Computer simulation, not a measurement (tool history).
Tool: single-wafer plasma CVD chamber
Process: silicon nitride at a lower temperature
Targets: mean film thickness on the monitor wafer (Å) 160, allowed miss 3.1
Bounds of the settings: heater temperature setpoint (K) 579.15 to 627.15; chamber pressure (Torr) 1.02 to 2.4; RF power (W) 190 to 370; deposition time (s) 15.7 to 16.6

| run | hour | heater temperature setpoint (K) | chamber pressure (Torr) | RF power (W) | deposition time (s) | mean film thickness on the monitor wafer (Å) |
|---|---|---|---|---|---|---|
| 1 | 0 | 603.15 | 1.71 | 280 | 16.6 | 164.38 |
| 2 | 0.8 | 603.15 | 1.69 | 280 | 16.6 | 163.62 |
| 3 | 5.5 | 603.15 | 1.91 | 280 | 16.6 | 170.1 |
| 4 | 12.7 | 603.15 | 1.88 | 280 | 16.6 | 168.45 |
| 5 | 21.2 | 603.15 | 1.85 | 280 | 16.6 | 170.51 |
| 6 | 22.9 | 603.15 | 2.09 | 280 | 16.6 | 175.03 |
| 7 | 31.7 | 603.15 | 2.04 | 280 | 16.6 | 172.66 |
| 8 | 36.6 | 603.15 | 2 | 280 | 16.6 | 172.88 |
|  | 44.7 | RF generator calibrated |
| 9 | 44.7 | 603.15 | 1.96 | 280 | 16.6 | 180.6 |

Which of these 5 next moves meets every target?
| A | 52.8 | 600.15 | 1.9 | 270 | 16.1 | ? |
| B | 52.8 | 597.15 | 1.89 | 260 | 15.7 | ? |
| C | 52.8 | 599.15 | 1.99 | 265 | 15.8 | ? |
| D | 52.8 | 592.15 | 2.23 | 295 | 16.2 | ? |
| E | 52.8 | 606.15 | 1.71 | 300 | 15.7 | ? |

| move | mean film thickness on the monitor wafer (Å) |
|---|---|
| A | 168.77 |
| B | 160.93 |
| C | 165.94 |
| D | 186.95 |
| E | 169.43 |
A: nearer than the last run, and not there yet
B: meets every target
C: nearer than the last run, and not there yet
D: further off than the last run
E: nearer than the last run, and not there yet
The right move is B.
